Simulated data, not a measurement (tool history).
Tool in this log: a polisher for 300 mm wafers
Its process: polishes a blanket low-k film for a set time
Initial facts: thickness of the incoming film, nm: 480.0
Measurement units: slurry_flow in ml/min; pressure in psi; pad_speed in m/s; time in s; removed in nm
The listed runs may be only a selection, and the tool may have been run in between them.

Run 1, hour 0.0: slurry_flow 265 ml/min, pressure 1.7 psi, pad_speed 1.06 m/s, slurry_solids 1.0, time 34 s. Result: removed 9.5037 nm.
Run 2, hour 2.5: slurry_flow 265 ml/min, pressure 1.8 psi, pad_speed 1.06 m/s, slurry_solids 1.0, time 34 s. Result: removed 9.9859 nm.
Run 3, hour 7.9: slurry_flow 265 ml/min, pressure 1.8 psi, pad_speed 1.30 m/s, slurry_solids 1.0, time 34 s. Result: removed 11.5580 nm.
Run 4, hour 11.7: slurry_flow 265 ml/min, pressure 1.8 psi, pad_speed 1.46 m/s, slurry_solids 1.0, time 34 s. Result: removed 12.8430 nm.
Run 5, hour 15.8: slurry_flow 265 ml/min, pressure 2.0 psi, pad_speed 1.46 m/s, slurry_solids 1.0, time 34 s. Result: removed 14.1380 nm.
Run 6, hour 22.9: slurry_flow 265 ml/min, pressure 2.0 psi, pad_speed 1.34 m/s, slurry_solids 1.0, time 34 s. Result: removed 13.2570 nm.

The next listed run, before its measurement:
Run 7, hour 31.5: slurry_flow 265 ml/min, pressure 2.1 psi, pad_speed 1.34 m/s, slurry_solids 1.0, time 34 s. Result: removed ?.

{"run 7": {"removed": 13.815}}
